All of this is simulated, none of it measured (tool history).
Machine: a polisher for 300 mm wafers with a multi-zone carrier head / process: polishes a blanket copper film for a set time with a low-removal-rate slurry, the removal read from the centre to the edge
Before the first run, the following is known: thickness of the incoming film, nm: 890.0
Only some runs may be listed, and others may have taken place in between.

run	day	flow of slurry (ml/min)	pressure of the head's centre zone	pressure of the head's middle zone	pressure of the head's edge zone	abrasive content of the slurry	polishing time (s)	film removed at the wafer's centre (angstrom)	film removed at mid-radius (angstrom)	film removed at the wafer's edge (angstrom)
1	0	310	1	1	1	1	38	1279.7	1255.3	1283.9
2	0.333	310	1	1.01	0.97	0.9	36	1189.1	1170.4	1170
3	0.392	310	1	1.01	0.95	0.8	35	1123	1107.2	1094.8
4	0.471	310	1	1.01	0.98	0.8	35	1131.5	1128.1	1129.6
5	0.525	310	1	1.01	0.98	0.8	40	1285.4	1285.4	1266.7
6	0.571	310	1	1.01	1.02	0.8	40	1292.1	1282.5	1323
7	0.783	310	0.99	1	0.99	0.75	38	1186.6	1199.9	1218.4

Expected results for the next run?
8	1.067	320	1.03	1	0.89	0.5	29	?	?	?

{"run 8": {"film removed at the wafer's centre (angstrom)": 909.3, "film removed at mid-radius (angstrom)": 864.86, "film removed at the wafer's edge (angstrom)": 825.4}}

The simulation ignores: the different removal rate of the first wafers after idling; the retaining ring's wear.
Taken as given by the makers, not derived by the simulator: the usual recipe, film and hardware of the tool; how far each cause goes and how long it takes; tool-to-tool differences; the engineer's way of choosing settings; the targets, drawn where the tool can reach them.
